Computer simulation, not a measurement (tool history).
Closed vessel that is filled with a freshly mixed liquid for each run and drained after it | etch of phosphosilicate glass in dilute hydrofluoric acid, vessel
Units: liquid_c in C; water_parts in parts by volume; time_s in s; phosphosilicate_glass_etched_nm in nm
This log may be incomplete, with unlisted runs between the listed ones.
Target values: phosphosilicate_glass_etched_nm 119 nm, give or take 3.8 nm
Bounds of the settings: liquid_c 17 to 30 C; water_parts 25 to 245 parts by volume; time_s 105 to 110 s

run    day  liquid_c  water_parts  time_s  phosphosilicate_glass_etched_nm
  1      0        22          135     105                           76.143
  2  0.288        22          135     110                           79.622
  3  0.642        22          160     110                           66.706
  4  0.717        22          200     110                           50.395
  5  0.846        22          200     105                             48.5
  6  1.004      20.5          200     105                           45.479
  7  1.154      24.5          145     105                           77.148
  8  1.525        25          140     105                           83.179
  9  1.746      25.5          140     105                           83.265
 10  1.854      25.5          140     105                           83.113
     1.942  -- thermometer replaced
 11  1.942        26          135     105                            83.58
 12  2.142      26.5          130     105                           88.952
 13  2.292        27          125     105                           95.537

Which single option among these 5 for the next run brings every result within its allowed miss of target? Just one does.
  A  2.442        28           95     110                                ?
  B  2.442      27.5          115     105                                ?
  C  2.442      28.5          105     110                                ?
  D  2.442        27          115     105                                ?
  E  2.442        28          110     110                                ?

move  phosphosilicate_glass_etched_nm
   A                           139.96
   B                           105.43
   C                           127.32
   D                           103.45
   E                           118.46
A: moves the result that the last run missed by most past its target, out the other side
B: nearer than the last run, and not there yet
C: moves the result that the last run missed by most past its target, out the other side
D: nearer than the last run, and not there yet
E: each result inside its tolerance
Answer: E
